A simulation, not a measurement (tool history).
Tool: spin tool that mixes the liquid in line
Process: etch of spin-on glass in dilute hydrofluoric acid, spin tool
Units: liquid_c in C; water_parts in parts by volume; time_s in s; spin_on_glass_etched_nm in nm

Run 1, hour 0.0: liquid_c 22.0 C, water_parts 125 parts by volume, time_s 45 s. Result: spin_on_glass_etched_nm 8.3108 nm.
Run 2, hour 2.9: liquid_c 22.0 C, water_parts 90 parts by volume, time_s 45 s. Result: spin_on_glass_etched_nm 11.9780 nm.
Run 3, hour 9.3: liquid_c 21.0 C, water_parts 95 parts by volume, time_s 45 s. Result: spin_on_glass_etched_nm 10.9350 nm.
Run 4, hour 14.2: liquid_c 21.0 C, water_parts 75 parts by volume, time_s 45 s. Result: spin_on_glass_etched_nm 14.2720 nm.
Run 5, hour 16.4: liquid_c 20.0 C, water_parts 85 parts by volume, time_s 45 s. Result: spin_on_glass_etched_nm 11.7220 nm.
Run 6, hour 22.1: liquid_c 20.0 C, water_parts 105 parts by volume, time_s 45 s. Result: spin_on_glass_etched_nm 9.2867 nm.
Run 7, hour 30.5: liquid_c 19.5 C, water_parts 105 parts by volume, time_s 45 s. Result: spin_on_glass_etched_nm 9.0939 nm.
Run 8, hour 37.4: liquid_c 19.0 C, water_parts 105 parts by volume, time_s 45 s. Result: spin_on_glass_etched_nm 9.0413 nm.
Run 9, hour 39.6: liquid_c 17.0 C, water_parts 120 parts by volume, time_s 45 s. Result: spin_on_glass_etched_nm 7.1359 nm.

Run 10 comes next. What will it give?
Run 10, hour 47.4: liquid_c 17.5 C, water_parts 120 parts by volume, time_s 45 s. Result: spin_on_glass_etched_nm ?.

spin_on_glass_etched_nm: 7.3296 nm
